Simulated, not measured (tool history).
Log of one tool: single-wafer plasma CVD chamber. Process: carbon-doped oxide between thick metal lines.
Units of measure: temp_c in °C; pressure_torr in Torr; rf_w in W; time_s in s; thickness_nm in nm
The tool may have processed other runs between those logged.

run	hour	temp_c	pressure_torr	rf_w	time_s	thickness_nm
1	0	335	3.63	515	142	749.7
2	1.8	335	3.63	515	134	713.34
3	3.2	335	3.63	445	134	651.01
4	7.5	340	3.63	445	134	641.5
5	10.8	340	3.63	405	134	600.94
6	14.7	333	3.98	455	134	672.8
7	21.2	328	4.26	490	134	717.63

Predict the results of run 8:
8	22.9	324	4.43	520	134	?

thickness_nm: 767 nm

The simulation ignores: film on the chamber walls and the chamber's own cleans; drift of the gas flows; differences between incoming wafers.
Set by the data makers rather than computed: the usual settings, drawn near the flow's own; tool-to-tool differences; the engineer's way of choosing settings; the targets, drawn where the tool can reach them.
